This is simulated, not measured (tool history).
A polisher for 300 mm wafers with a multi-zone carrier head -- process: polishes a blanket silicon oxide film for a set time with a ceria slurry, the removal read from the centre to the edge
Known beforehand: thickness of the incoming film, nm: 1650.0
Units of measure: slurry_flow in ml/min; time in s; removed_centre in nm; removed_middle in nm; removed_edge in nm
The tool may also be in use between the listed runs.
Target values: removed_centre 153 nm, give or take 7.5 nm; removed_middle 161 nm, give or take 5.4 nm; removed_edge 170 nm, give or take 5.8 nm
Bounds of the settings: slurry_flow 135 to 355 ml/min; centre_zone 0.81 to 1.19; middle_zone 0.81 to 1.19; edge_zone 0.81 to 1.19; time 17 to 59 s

run,hour,slurry_flow,centre_zone,middle_zone,edge_zone,time,removed_centre,removed_middle,removed_edge
1,0,225,1,1,1,38,119.67,117.48,112.25
2,5.2,225,1,1,1,47,151.23,143.89,136.65
3,8.5,235,0.96,1,1.06,49,150.02,150.89,147.92
4,9.2,235,0.96,1,1.06,44,133.33,137.36,133.34
5,12.1,235,0.88,1,1.06,44,124.71,133.73,133.85
6,14.9,235,0.94,1,1.06,44,132.48,134.36,134.15
7,15.6,245,0.93,1.01,1.1,46,136.11,144.9,144.24
8,19.1,255,0.94,1,1.13,47,142.6,148.32,149.34
9,26.5,260,0.93,0.99,1.15,48,143.44,152.44,153.93
10,27.1,270,0.92,0.94,1.19,52,154.62,155.4,168.65

Exercise: of the 4 proposed moves below, exactly one satisfies all targets within the stated allowed misses. Which move is it?
A,27.7,305,0.91,0.98,1.19,51,?,?,?
B,27.7,245,0.98,0.92,1.16,54,?,?,?
C,27.7,265,0.92,0.89,1.17,51,?,?,?
D,27.7,215,0.98,0.91,1.12,53,?,?,?

move,removed_centre,removed_middle,removed_edge
A,150.99,158.53,170.52
B,166.94,155.35,175.16
C,149.98,144.12,167.38
D,160.69,148.48,166.8
A: all results land within tolerance of their targets
B: lands further from the targets than the last run did
C: lands further from the targets than the last run did
D: lands further from the targets than the last run did
Answer: A
